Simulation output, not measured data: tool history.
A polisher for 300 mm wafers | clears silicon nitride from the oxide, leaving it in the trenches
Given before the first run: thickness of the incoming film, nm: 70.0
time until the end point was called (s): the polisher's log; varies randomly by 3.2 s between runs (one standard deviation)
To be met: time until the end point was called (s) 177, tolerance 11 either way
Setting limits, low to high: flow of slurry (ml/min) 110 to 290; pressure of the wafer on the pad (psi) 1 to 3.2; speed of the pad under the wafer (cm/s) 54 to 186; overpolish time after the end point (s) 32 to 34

run    day  flow of slurry (ml/min)  pressure of the wafer on the pad (psi)  speed of the pad under the wafer (cm/s)  overpolish time after the end point (s)  time until the end point was called (s)
  1      0                      185                                     2.1                                      118                                       32                                   85.817
  2  0.329                      185                                     1.7                                      118                                       32                                   103.03
  3  0.538                      185                                     1.5                                      110                                       32                                    127.6
  4  0.679                      185                                     1.9                                      110                                       32                                   101.96
  5      1                      185                                     1.6                                      106                                       32                                   123.72
  6  1.275                      185                                     1.6                                      106                                       34                                   123.44
  7  1.396                      185                                     1.4                                      104                                       34                                   145.02
  8  1.646                      185                                     1.3                                      104                                       34                                   154.42

Consider the 5 candidate settings below. Which is the only one whose results all fall within their allowed miss of target?
  A  1.896                      180                                     1.1                                      130                                       34                                        ?
  B  1.896                      215                                       1                                      100                                       34                                        ?
  C  1.896                      210                                     1.3                                      106                                       34                                        ?
  D  1.896                      175                                     1.4                                       84                                       33                                        ?
  E  1.896                      170                                     1.2                                       88                                       33                                        ?

move  time until the end point was called (s)
   A                                   145.52
   B                                   201.28
   C                                   148.82
   D                                   177.04
   E                                   196.75
A: the biggest miss grows against the last run
B: takes the biggest miss from the last run beyond its target
C: the biggest miss grows against the last run
D: all results land within tolerance of their targets
E: takes the biggest miss from the last run beyond its target
The right move is D.

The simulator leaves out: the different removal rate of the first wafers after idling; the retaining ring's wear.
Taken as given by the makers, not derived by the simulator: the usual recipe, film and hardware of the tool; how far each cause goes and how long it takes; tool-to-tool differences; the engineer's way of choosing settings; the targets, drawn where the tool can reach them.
